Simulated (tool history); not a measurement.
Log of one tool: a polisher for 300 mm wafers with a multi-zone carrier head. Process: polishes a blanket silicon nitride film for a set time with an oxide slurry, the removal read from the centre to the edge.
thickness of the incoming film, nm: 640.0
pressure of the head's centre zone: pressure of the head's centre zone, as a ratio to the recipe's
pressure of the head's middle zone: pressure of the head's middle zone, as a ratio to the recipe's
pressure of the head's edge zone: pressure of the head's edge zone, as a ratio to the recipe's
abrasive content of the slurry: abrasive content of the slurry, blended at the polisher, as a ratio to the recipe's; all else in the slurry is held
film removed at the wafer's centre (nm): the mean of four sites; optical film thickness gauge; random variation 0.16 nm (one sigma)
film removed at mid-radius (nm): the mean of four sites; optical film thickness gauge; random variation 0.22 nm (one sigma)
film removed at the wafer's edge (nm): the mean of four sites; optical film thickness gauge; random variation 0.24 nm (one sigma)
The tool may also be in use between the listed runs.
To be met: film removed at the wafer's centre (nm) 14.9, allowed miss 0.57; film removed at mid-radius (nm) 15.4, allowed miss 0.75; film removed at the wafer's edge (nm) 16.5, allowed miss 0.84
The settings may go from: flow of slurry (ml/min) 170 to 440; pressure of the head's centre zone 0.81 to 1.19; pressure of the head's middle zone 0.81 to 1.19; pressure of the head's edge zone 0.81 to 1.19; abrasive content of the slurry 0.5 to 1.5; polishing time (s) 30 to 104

run	hour	flow of slurry (ml/min)	pressure of the head's centre zone	pressure of the head's middle zone	pressure of the head's edge zone	abrasive content of the slurry	polishing time (s)	film removed at the wafer's centre (nm)	film removed at mid-radius (nm)	film removed at the wafer's edge (nm)
1	0	280	1	1	1	1	67	23.666	22.86	22.999
2	2.9	280	0.97	0.98	0.99	0.9	66	21.595	21.346	21.367
3	5.7	240	0.97	0.98	0.99	0.9	66	20.44	20.214	21.026
4	13.9	240	0.97	0.98	0.94	0.9	66	20.854	20.904	20.696
5	22	275	0.97	0.98	0.94	0.9	66	21.059	21.686	21.018
6	23.5	265	0.95	0.96	0.94	0.8	66	19.456	19.346	19.208
7	24.7	255	0.92	0.94	0.94	0.75	66	17.444	18.306	18.847
8	32.3	255	0.92	0.92	0.93	0.7	66	16.353	16.775	17.042
9	33.2	245	0.91	0.91	0.93	0.7	66	16.324	16.763	17.88
10	37.2	245	0.91	0.9	0.92	0.7	66	16.044	15.899	17.94

4 next moves are on the table. One of them brings every result within its allowed miss. Which?
A	41.2	280	0.95	1.14	0.95	0.85	49	?	?	?
B	41.2	295	0.89	0.93	0.96	0.55	72	?	?	?
C	41.2	225	0.86	1.04	0.92	1	51	?	?	?
D	41.2	245	0.97	1.02	0.9	0.7	55	?	?	?

move	film removed at the wafer's centre (nm)	film removed at mid-radius (nm)	film removed at the wafer's edge (nm)
A	14.885	16.824	15.684
B	14.885	15.224	16.844
C	14.898	17.332	17.391
D	14.701	14.881	15.034
A: brings the result that was furthest off to its target, and leaves another outside
B: meets every target
C: brings the result that was furthest off to its target, and leaves another outside
D: brings the result that was furthest off to its target, and leaves another outside
Move B is the one to make.
